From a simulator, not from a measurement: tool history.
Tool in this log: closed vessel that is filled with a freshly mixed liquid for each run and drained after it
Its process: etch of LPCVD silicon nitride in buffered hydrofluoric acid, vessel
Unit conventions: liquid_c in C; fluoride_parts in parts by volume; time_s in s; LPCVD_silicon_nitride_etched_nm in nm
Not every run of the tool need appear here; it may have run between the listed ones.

run,hour,liquid_c,fluoride_parts,time_s,LPCVD_silicon_nitride_etched_nm
1,0,23,15.5,755,6.104
2,2.2,24,15.5,755,6.4538
3,4.1,24,15.5,545,4.6523
4,13.1,24.5,14,555,5.4085
5,23,21,14,555,4.4688
6,32.9,21,14,755,6.04
7,40.7,22.5,13.5,755,6.81
8,42.2,23.5,13.5,755,7.2093
9,48,24,13.5,755,7.4002

Predict the results of run 10:
10,50.6,24.5,13.5,755,?

Run 10 came out at LPCVD_silicon_nitride_etched_nm 7.5412 nm.
